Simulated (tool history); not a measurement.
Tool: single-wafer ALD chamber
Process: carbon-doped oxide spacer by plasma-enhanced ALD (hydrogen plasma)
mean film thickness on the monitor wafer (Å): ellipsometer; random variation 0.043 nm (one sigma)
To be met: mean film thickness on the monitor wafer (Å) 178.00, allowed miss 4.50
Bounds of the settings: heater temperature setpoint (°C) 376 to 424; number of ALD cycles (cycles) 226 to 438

run,day,heater temperature setpoint (°C),number of ALD cycles (cycles),mean film thickness on the monitor wafer (Å)
1,0.000,400,332,158.62
2,0.096,400,315,150.99
3,0.158,400,291,139.54
4,0.246,390,291,139.91
5,0.433,390,317,151.78
6,0.562,390,335,160.44
7,0.667,390,347,165.99
8,0.946,390,355,169.48
9,1.108,390,361,173.31

5 next moves are on the table. One of them brings every result within its allowed miss. Which?
A,1.271,395,368,?
B,1.271,390,335,?
C,1.271,399,352,?
D,1.271,392,345,?
E,1.271,383,344,?

move,mean film thickness on the monitor wafer (Å)
A,176.65
B,160.81
C,168.97
D,165.61
E,165.13
A: meets every target
B: further off than the last run
C: further off than the last run
D: further off than the last run
E: further off than the last run
Answer: A

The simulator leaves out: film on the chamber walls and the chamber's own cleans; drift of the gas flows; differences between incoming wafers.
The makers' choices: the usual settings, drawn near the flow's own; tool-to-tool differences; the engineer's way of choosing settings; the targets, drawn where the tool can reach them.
